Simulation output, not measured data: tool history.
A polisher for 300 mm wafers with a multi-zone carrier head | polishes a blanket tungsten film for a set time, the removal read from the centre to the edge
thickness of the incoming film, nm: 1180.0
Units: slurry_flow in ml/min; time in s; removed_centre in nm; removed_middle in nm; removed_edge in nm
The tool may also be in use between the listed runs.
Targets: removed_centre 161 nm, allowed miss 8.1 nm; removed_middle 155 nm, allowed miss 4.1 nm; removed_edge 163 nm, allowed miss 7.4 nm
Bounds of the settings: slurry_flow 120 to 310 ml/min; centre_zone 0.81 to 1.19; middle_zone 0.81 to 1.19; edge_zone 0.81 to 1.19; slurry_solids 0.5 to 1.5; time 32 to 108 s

Run 1, day 0: slurry_flow 200 ml/min, centre_zone 1, middle_zone 1, edge_zone 1, slurry_solids 1, time 70 s. Result: removed_centre 259.53 nm, removed_middle 256.77 nm, removed_edge 251.45 nm.
Run 2, day 0.096: slurry_flow 200 ml/min, centre_zone 0.97, middle_zone 1, edge_zone 1, slurry_solids 1, time 70 s. Result: removed_centre 255.53 nm, removed_middle 256.31 nm, removed_edge 249.8 nm.
Run 3, day 0.167: slurry_flow 200 ml/min, centre_zone 0.97, middle_zone 1, edge_zone 1, slurry_solids 1, time 85 s. Result: removed_centre 310.68 nm, removed_middle 310.35 nm, removed_edge 302.2 nm.
Run 4, day 0.2: slurry_flow 190 ml/min, centre_zone 0.95, middle_zone 0.96, edge_zone 0.97, slurry_solids 0.85, time 76 s. Result: removed_centre 256.17 nm, removed_middle 257.58 nm, removed_edge 261.7 nm.
Run 5, day 0.542: slurry_flow 190 ml/min, centre_zone 1.01, middle_zone 0.96, edge_zone 0.97, slurry_solids 0.85, time 76 s. Result: removed_centre 268.86 nm, removed_middle 257.57 nm, removed_edge 253.11 nm.
Run 6, day 0.775: slurry_flow 190 ml/min, centre_zone 1.01, middle_zone 0.96, edge_zone 0.97, slurry_solids 0.85, time 85 s. Result: removed_centre 304.39 nm, removed_middle 287.21 nm, removed_edge 293.19 nm.
Run 7, day 0.854: slurry_flow 140 ml/min, centre_zone 0.91, middle_zone 0.86, edge_zone 0.94, slurry_solids 0.6, time 66 s. Result: removed_centre 186.64 nm, removed_middle 180.56 nm, removed_edge 195.03 nm.
Run 8, day 1.204: slurry_flow 140 ml/min, centre_zone 0.91, middle_zone 0.85, edge_zone 0.92, slurry_solids 0.55, time 64 s. Result: removed_centre 176.36 nm, removed_middle 170.3 nm, removed_edge 184.96 nm.
Run 9, day 1.392: slurry_flow 140 ml/min, centre_zone 0.91, middle_zone 0.85, edge_zone 0.9, slurry_solids 0.55, time 63 s. Result: removed_centre 173.23 nm, removed_middle 168.27 nm, removed_edge 178.46 nm.
Run 10, day 1.65: slurry_flow 135 ml/min, centre_zone 0.91, middle_zone 0.84, edge_zone 0.88, slurry_solids 0.55, time 62 s. Result: removed_centre 165.88 nm, removed_middle 161.04 nm, removed_edge 173.69 nm.

4 next moves are on the table. One of them brings every result within its allowed miss. Which?
Run A, day 1.908: slurry_flow 155 ml/min, centre_zone 0.81, middle_zone 0.87, edge_zone 0.89, slurry_solids 0.65, time 54 s. Result: removed_centre ?, removed_middle ?, removed_edge ?.
Run B, day 1.908: slurry_flow 150 ml/min, centre_zone 0.88, middle_zone 0.82, edge_zone 0.81, slurry_solids 0.5, time 61 s. Result: removed_centre ?, removed_middle ?, removed_edge ?.
Run C, day 1.908: slurry_flow 160 ml/min, centre_zone 0.85, middle_zone 0.84, edge_zone 0.81, slurry_solids 0.6, time 53 s. Result: removed_centre ?, removed_middle ?, removed_edge ?.
Run D, day 1.908: slurry_flow 145 ml/min, centre_zone 0.99, middle_zone 0.99, edge_zone 0.81, slurry_solids 0.5, time 59 s. Result: removed_centre ?, removed_middle ?, removed_edge ?.

move  removed_centre  removed_middle  removed_edge
   A          143.09          152.93        159.79
   B          163.85          154.03        161.81
   C          145.24          143.87        147.96
   D          177.69          171.51        155.63
A: brings the result that was furthest off to its target, and leaves another outside
B: meets every target
C: takes the result that was furthest off past its target
D: further off than the last run
Answer: B

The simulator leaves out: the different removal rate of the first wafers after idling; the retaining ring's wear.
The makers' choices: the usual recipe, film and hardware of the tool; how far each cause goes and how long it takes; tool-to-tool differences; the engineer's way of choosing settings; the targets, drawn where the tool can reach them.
